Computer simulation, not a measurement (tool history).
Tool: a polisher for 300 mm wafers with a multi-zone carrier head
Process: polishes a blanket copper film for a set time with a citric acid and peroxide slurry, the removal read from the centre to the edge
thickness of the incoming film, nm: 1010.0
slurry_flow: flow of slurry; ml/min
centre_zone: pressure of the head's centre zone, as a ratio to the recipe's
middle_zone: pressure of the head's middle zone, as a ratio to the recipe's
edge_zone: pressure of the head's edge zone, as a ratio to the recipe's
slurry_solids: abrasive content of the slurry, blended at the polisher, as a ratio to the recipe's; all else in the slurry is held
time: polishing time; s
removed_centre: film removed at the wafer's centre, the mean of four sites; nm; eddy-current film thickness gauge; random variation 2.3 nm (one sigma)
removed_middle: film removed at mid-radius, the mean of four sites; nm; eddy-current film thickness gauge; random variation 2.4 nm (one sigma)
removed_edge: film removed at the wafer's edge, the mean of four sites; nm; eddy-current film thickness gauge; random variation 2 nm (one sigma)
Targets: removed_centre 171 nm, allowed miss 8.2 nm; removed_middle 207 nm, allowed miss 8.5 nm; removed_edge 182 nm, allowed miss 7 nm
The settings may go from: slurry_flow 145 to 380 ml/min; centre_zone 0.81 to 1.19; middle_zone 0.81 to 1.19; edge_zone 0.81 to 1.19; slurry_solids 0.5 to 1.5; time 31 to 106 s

Run 1, day 0: slurry_flow 245 ml/min, centre_zone 1, middle_zone 1, edge_zone 1, slurry_solids 1, time 68 s. Result: removed_centre 255.61 nm, removed_middle 252.48 nm, removed_edge 255.35 nm.
Run 2, day 0.171: slurry_flow 245 ml/min, centre_zone 1, middle_zone 0.93, edge_zone 1, slurry_solids 1, time 68 s. Result: removed_centre 254.76 nm, removed_middle 237.74 nm, removed_edge 249.24 nm.
Run 3, day 0.525: slurry_flow 245 ml/min, centre_zone 1, middle_zone 0.93, edge_zone 1.08, slurry_solids 1, time 68 s. Result: removed_centre 253.18 nm, removed_middle 238.35 nm, removed_edge 261.35 nm.
Run 4, day 0.654: slurry_flow 245 ml/min, centre_zone 0.96, middle_zone 0.97, edge_zone 1.02, slurry_solids 0.85, time 65 s. Result: removed_centre 228.58 nm, removed_middle 227.02 nm, removed_edge 239.71 nm.
Run 5, day 0.833: slurry_flow 270 ml/min, centre_zone 0.96, middle_zone 0.97, edge_zone 1.02, slurry_solids 0.85, time 65 s. Result: removed_centre 230.37 nm, removed_middle 229.39 nm, removed_edge 235.21 nm.
Run 6, day 1.021: slurry_flow 270 ml/min, centre_zone 0.96, middle_zone 0.91, edge_zone 1.02, slurry_solids 0.85, time 65 s. Result: removed_centre 225.27 nm, removed_middle 222.21 nm, removed_edge 238.3 nm.
Run 7, day 1.221: slurry_flow 290 ml/min, centre_zone 0.93, middle_zone 0.95, edge_zone 0.98, slurry_solids 0.8, time 62 s. Result: removed_centre 211.2 nm, removed_middle 220.04 nm, removed_edge 221.69 nm.
Run 8, day 1.379: slurry_flow 265 ml/min, centre_zone 0.83, middle_zone 1.03, edge_zone 0.88, slurry_solids 0.55, time 58 s. Result: removed_centre 166.08 nm, removed_middle 210.96 nm, removed_edge 193.79 nm.

Which of these 5 next moves meets every target?
Run A, day 1.538: slurry_flow 265 ml/min, centre_zone 0.86, middle_zone 1.05, edge_zone 0.83, slurry_solids 0.6, time 57 s. Result: removed_centre ?, removed_middle ?, removed_edge ?.
Run B, day 1.538: slurry_flow 260 ml/min, centre_zone 0.81, middle_zone 1, edge_zone 0.87, slurry_solids 0.65, time 61 s. Result: removed_centre ?, removed_middle ?, removed_edge ?.
Run C, day 1.538: slurry_flow 240 ml/min, centre_zone 0.81, middle_zone 0.94, edge_zone 0.95, slurry_solids 0.55, time 64 s. Result: removed_centre ?, removed_middle ?, removed_edge ?.
Run D, day 1.538: slurry_flow 290 ml/min, centre_zone 0.96, middle_zone 1.1, edge_zone 0.81, slurry_solids 0.85, time 49 s. Result: removed_centre ?, removed_middle ?, removed_edge ?.
Run E, day 1.538: slurry_flow 245 ml/min, centre_zone 0.83, middle_zone 1.05, edge_zone 0.88, slurry_solids 0.65, time 59 s. Result: removed_centre ?, removed_middle ?, removed_edge ?.

move  removed_centre  removed_middle  removed_edge
   A          170.44          207.49        185.11
   B          173.04          214.87         203.6
   C          176.11          207.86        215.42
   D           173.3          196.12        166.27
   E          170.45          215.26        196.76
A: meets every target
B: further off than the last run
C: further off than the last run
D: takes the result that was furthest off past its target
E: further off than the last run
Move A is the one to make.
